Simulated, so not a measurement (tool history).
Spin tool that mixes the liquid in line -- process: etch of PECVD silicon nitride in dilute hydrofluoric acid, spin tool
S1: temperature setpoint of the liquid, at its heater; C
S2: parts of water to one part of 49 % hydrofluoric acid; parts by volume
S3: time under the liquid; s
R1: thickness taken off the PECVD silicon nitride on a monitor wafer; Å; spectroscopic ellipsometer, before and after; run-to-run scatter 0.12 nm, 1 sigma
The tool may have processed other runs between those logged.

run	day	S1	S2	S3	R1
1	0.000	21.0	125	290	75.656
2	0.258	21.0	125	315	81.238
3	0.325	22.5	120	315	94.174
4	0.346	24.0	120	315	104.080
5	0.379	26.5	120	315	121.900
6	0.454	27.0	115	315	131.520
7	0.683	27.5	110	315	140.870
8	1.042	27.5	105	315	150.640

For run 9, what comes out?
9	1.162	28.5	100	315	?

Run 9 produced R1 166.510 Å.
